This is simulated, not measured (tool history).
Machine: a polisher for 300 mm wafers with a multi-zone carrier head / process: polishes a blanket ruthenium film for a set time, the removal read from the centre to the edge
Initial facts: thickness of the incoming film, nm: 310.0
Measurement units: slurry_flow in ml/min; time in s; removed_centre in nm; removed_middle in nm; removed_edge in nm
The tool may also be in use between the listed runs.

Run 1, hour 0.0: slurry_flow 300 ml/min, centre_zone 1.00, middle_zone 1.00, edge_zone 1.00, time 32 s. Result: removed_centre 42.911 nm, removed_middle 41.678 nm, removed_edge 44.482 nm.
Run 2, hour 8.6: slurry_flow 300 ml/min, centre_zone 1.06, middle_zone 1.00, edge_zone 1.00, time 32 s. Result: removed_centre 44.725 nm, removed_middle 41.595 nm, removed_edge 44.819 nm.
Run 3, hour 14.7: slurry_flow 290 ml/min, centre_zone 0.98, middle_zone 1.01, edge_zone 1.02, time 31 s. Result: removed_centre 41.423 nm, removed_middle 40.961 nm, removed_edge 43.852 nm.
Run 4, hour 20.2: slurry_flow 340 ml/min, centre_zone 0.98, middle_zone 1.01, edge_zone 1.02, time 31 s. Result: removed_centre 42.121 nm, removed_middle 40.774 nm, removed_edge 44.499 nm.
At hour 22.1: edge zone pressure recalibrated.
Run 5, hour 22.1: slurry_flow 340 ml/min, centre_zone 1.05, middle_zone 1.01, edge_zone 1.02, time 31 s. Result: removed_centre 44.109 nm, removed_middle 41.771 nm, removed_edge 42.676 nm.
Run 6, hour 27.7: slurry_flow 305 ml/min, centre_zone 1.05, middle_zone 1.01, edge_zone 1.02, time 31 s. Result: removed_centre 44.110 nm, removed_middle 41.797 nm, removed_edge 41.656 nm.

Predict the results of run 7:
Run 7, hour 35.2: slurry_flow 295 ml/min, centre_zone 0.98, middle_zone 1.04, edge_zone 1.00, time 30 s. Result: removed_centre ?, removed_middle ?, removed_edge ?.

Run 7 gave removed_centre 39.224 nm, removed_middle 40.483 nm, removed_edge 40.946 nm.
